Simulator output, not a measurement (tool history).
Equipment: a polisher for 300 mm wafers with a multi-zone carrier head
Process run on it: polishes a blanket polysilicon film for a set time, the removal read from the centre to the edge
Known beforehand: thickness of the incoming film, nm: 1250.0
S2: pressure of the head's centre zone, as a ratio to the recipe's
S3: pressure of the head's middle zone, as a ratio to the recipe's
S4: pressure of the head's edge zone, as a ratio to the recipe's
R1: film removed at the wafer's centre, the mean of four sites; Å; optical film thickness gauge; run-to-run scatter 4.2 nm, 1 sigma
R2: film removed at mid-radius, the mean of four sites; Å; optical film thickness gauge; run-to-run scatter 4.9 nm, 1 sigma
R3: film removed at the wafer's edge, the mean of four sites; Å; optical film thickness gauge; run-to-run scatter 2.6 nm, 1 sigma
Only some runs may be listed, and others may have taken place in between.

Run 1, hour 0: flow of slurry (ml/min) 245, S2 1, S3 1, S4 1, polishing time (s) 46. Result: R1 2541.7 Å, R2 2571.4 Å, R3 2528.1 Å.
Run 2, hour 7.6: flow of slurry (ml/min) 245, S2 1, S3 1, S4 0.95, polishing time (s) 46. Result: R1 2495.1 Å, R2 2551.6 Å, R3 2493.6 Å.
Run 3, hour 10.8: flow of slurry (ml/min) 250, S2 1.03, S3 0.99, S4 0.98, polishing time (s) 50. Result: R1 2894.9 Å, R2 2769.8 Å, R3 2776.3 Å.
Run 4, hour 19: flow of slurry (ml/min) 260, S2 1.05, S3 1, S4 1.01, polishing time (s) 52. Result: R1 3009.7 Å, R2 2848.7 Å, R3 2887.8 Å.
Run 5, hour 25.6: flow of slurry (ml/min) 260, S2 1.01, S3 1, S4 1.01, polishing time (s) 52. Result: R1 2858.3 Å, R2 2992.4 Å, R3 2911 Å.
Run 6, hour 31.1: flow of slurry (ml/min) 265, S2 1.04, S3 1, S4 1.02, polishing time (s) 54. Result: R1 3106.2 Å, R2 3031.8 Å, R3 3046.7 Å.
Run 7, hour 37.4: flow of slurry (ml/min) 265, S2 1.06, S3 1.01, S4 1.02, polishing time (s) 56. Result: R1 3280.6 Å, R2 3185.6 Å, R3 3126.8 Å.
Run 8, hour 38.6: flow of slurry (ml/min) 270, S2 1.08, S3 1, S4 1.03, polishing time (s) 57. Result: R1 3424 Å, R2 3157.9 Å, R3 3228.8 Å.

What will run 9 give?
Run 9, hour 42.8: flow of slurry (ml/min) 270, S2 1.09, S3 1.01, S4 1.03, polishing time (s) 58. Result: R1 ?, R2 ?, R3 ?.

Run 9 came out at R1 3444.3 Å, R2 3311.8 Å, R3 3269.4 Å.

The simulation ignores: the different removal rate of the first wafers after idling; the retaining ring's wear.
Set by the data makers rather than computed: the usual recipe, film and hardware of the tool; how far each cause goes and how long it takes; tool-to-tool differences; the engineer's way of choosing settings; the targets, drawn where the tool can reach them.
